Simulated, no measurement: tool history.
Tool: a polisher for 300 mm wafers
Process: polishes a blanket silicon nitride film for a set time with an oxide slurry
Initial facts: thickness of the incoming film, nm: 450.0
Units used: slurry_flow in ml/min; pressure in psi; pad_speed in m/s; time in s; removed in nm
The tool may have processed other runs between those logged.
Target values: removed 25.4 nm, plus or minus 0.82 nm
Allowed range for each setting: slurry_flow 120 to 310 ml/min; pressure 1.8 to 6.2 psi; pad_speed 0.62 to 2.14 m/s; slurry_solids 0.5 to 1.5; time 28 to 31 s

Run 1, hour 0: slurry_flow 200 ml/min, pressure 4 psi, pad_speed 1.38 m/s, slurry_solids 1, time 31 s. Result: removed 32.637 nm.
Run 2, hour 0.6: slurry_flow 225 ml/min, pressure 4 psi, pad_speed 1.38 m/s, slurry_solids 1, time 31 s. Result: removed 32.739 nm.
Run 3, hour 5.1: slurry_flow 225 ml/min, pressure 3.7 psi, pad_speed 1.38 m/s, slurry_solids 1, time 31 s. Result: removed 30.953 nm.
Run 4, hour 12.7: slurry_flow 225 ml/min, pressure 4.3 psi, pad_speed 1.38 m/s, slurry_solids 1, time 31 s. Result: removed 34.616 nm.
Run 5, hour 15.9: slurry_flow 225 ml/min, pressure 4.3 psi, pad_speed 1.14 m/s, slurry_solids 1, time 31 s. Result: removed 31.129 nm.
Run 6, hour 24: slurry_flow 225 ml/min, pressure 4.3 psi, pad_speed 1.14 m/s, slurry_solids 1, time 31 s. Result: removed 30.924 nm.
Run 7, hour 25.9: slurry_flow 225 ml/min, pressure 4 psi, pad_speed 1.14 m/s, slurry_solids 1, time 31 s. Result: removed 29.37 nm.
Run 8, hour 26.6: slurry_flow 225 ml/min, pressure 3.8 psi, pad_speed 1.14 m/s, slurry_solids 1, time 31 s. Result: removed 28.753 nm.
Run 9, hour 30.2: slurry_flow 225 ml/min, pressure 3.6 psi, pad_speed 1.14 m/s, slurry_solids 1, time 31 s. Result: removed 27.438 nm.
Run 10, hour 32.6: slurry_flow 225 ml/min, pressure 3.5 psi, pad_speed 1.14 m/s, slurry_solids 1, time 31 s. Result: removed 27.326 nm.

Next run, 4 choices. One meets every target within its allowed miss, the rest don't. Which?
Run A, hour 35: slurry_flow 205 ml/min, pressure 3.2 psi, pad_speed 1.32 m/s, slurry_solids 1, time 31 s. Result: removed ?.
Run B, hour 35: slurry_flow 210 ml/min, pressure 3.3 psi, pad_speed 1.28 m/s, slurry_solids 0.85, time 29 s. Result: removed ?.
Run C, hour 35: slurry_flow 235 ml/min, pressure 4.5 psi, pad_speed 0.98 m/s, slurry_solids 0.85, time 28 s. Result: removed ?.
Run D, hour 35: slurry_flow 220 ml/min, pressure 2.8 psi, pad_speed 1.44 m/s, slurry_solids 0.85, time 29 s. Result: removed ?.

move  removed
   A   27.296
   B   24.037
   C   25.392
   D   23.177
A: as far off as the last run
B: pushes the last run's worst result past its target
C: each result inside its tolerance
D: pushes the last run's worst result past its target
C is the move that brings every result within its allowed miss.
